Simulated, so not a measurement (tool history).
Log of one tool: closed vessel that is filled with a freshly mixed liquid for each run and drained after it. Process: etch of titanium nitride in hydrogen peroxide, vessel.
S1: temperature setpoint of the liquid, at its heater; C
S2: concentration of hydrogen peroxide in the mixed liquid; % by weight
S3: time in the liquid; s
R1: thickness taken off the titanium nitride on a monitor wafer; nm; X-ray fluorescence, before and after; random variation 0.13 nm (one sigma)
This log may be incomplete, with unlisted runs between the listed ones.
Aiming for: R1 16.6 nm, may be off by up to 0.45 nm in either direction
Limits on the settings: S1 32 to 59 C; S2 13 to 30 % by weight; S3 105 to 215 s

run	day	S1	S2	S3	R1
1	0	43	24	215	7.0023
2	0.25	43	26	215	7.1582
3	0.571	45.5	26	215	8.5725
4	0.604	47.5	26	215	10.113
5	0.829	52.5	26	215	14.393
6	1.012	47	26	215	9.6848
7	1.079	47	26	215	9.6891
8	1.329	48.5	26	215	10.686
9	1.671	50	26	215	12.003
10	1.708	51	26	215	12.941
11	2.012	52	26	215	13.828

Pick the move, out of 4, that brings all results within their allowed miss; only one does.
A	2.317	49.5	24	215	?
B	2.317	55	22.5	215	?
C	2.317	50	30	215	?
D	2.317	53.5	24.5	215	?

move	R1
A	11.286
B	16.468
C	12.29
D	15.094
A: further off than the last run
B: all results in spec
C: further off than the last run
D: closes in on the targets versus the last run, not all within tolerance yet
Answer: B

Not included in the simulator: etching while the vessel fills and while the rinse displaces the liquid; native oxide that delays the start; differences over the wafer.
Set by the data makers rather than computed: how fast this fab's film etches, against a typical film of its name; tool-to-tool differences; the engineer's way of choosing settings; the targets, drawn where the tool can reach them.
